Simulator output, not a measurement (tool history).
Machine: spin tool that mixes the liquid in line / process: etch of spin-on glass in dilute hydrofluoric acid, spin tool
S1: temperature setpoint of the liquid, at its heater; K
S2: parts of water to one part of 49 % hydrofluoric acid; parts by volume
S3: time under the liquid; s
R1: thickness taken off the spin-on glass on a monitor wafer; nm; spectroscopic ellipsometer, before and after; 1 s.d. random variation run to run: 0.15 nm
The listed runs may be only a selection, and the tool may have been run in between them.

run	hour	S1	S2	S3	R1
1	0	293.15	250	285	19.055
2	2.8	295.65	230	285	23.179
3	6.5	293.65	230	285	21.253
4	14.9	296.15	215	285	25.533
5	20	296.15	215	305	27.121
6	23.6	299.65	215	305	30.876
7	31.1	300.15	210	305	32.178
# hour 34: hydrofluoric acid flow meter replaced
8	34	301.15	200	305	38.88

Run 9, settings as shown, results not yet in. Your forecast:
9	35.1	300.15	200	305	?

R1: 37.403 nm

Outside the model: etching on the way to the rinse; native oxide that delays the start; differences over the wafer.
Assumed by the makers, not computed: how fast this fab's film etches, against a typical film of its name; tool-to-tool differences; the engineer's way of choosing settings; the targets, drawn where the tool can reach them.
